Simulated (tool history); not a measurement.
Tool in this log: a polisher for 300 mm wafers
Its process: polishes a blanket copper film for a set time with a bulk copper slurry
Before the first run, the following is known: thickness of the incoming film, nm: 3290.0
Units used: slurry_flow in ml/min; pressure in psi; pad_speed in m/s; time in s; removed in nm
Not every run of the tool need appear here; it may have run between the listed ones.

run,hour,slurry_flow,pressure,pad_speed,slurry_solids,time,removed
1,0.0,145,2.6,1.06,1.0,42,352.96
2,5.9,145,2.6,1.06,1.0,42,350.68
3,8.7,150,2.9,1.06,1.0,42,397.48
4,16.7,155,3.1,1.06,1.0,42,429.61
5,19.2,160,3.3,1.06,1.0,42,454.99
6,26.4,160,3.4,1.06,1.0,42,466.40
7,29.4,160,3.5,1.06,1.0,42,486.35
8,36.6,160,3.6,1.06,1.0,42,490.88
9,40.0,160,3.6,1.06,1.0,42,501.67

Predict the results of run 10:
10,44.1,165,3.7,1.06,1.0,42,?

removed: 514.03 nm

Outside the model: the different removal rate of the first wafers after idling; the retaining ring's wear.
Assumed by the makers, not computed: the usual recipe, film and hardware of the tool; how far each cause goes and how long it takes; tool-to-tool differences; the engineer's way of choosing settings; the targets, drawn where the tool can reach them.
